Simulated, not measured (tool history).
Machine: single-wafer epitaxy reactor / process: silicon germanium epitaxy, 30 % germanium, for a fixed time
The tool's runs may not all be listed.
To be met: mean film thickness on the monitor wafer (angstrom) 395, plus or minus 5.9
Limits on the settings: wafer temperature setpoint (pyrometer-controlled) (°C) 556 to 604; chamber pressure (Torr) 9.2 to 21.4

run    day  wafer temperature setpoint (pyrometer-controlled) (°C)  chamber pressure (Torr)  mean film thickness on the monitor wafer (angstrom)
  1      0                                                     580                     15.3                                               361.82
  2  0.112                                                     581                     15.3                                               371.71
  3  0.358                                                     582                     15.3                                               375.94
  4  0.379                                                     583                     15.3                                               386.82
  5  0.704                                                     573                     15.3                                                309.2
  6  0.729                                                     576                     15.3                                               330.99
  7  0.821                                                     578                     15.3                                               348.39
  8  1.029                                                     580                     15.3                                               361.19
  9  1.392                                                     581                     15.3                                               370.41
 10  1.575                                                     582                     15.3                                               378.09
 11  1.942                                                     583                     15.3                                               386.76

Which of these 4 next moves meets every target?
  A  2.308                                                     585                     14.5                                                    ?
  B  2.308                                                     581                     15.6                                                    ?
  C  2.308                                                     582                     15.4                                                    ?
  D  2.308                                                     582                     16.1                                                    ?

move  mean film thickness on the monitor wafer (angstrom)
   A                                               395.89
   B                                               373.47
   C                                               379.77
   D                                               386.36
A: every result lands within tolerance
B: misses by more than the last run did
C: misses by more than the last run did
D: roughly where the last run was
So the answer is move A, the one that meets all the targets.
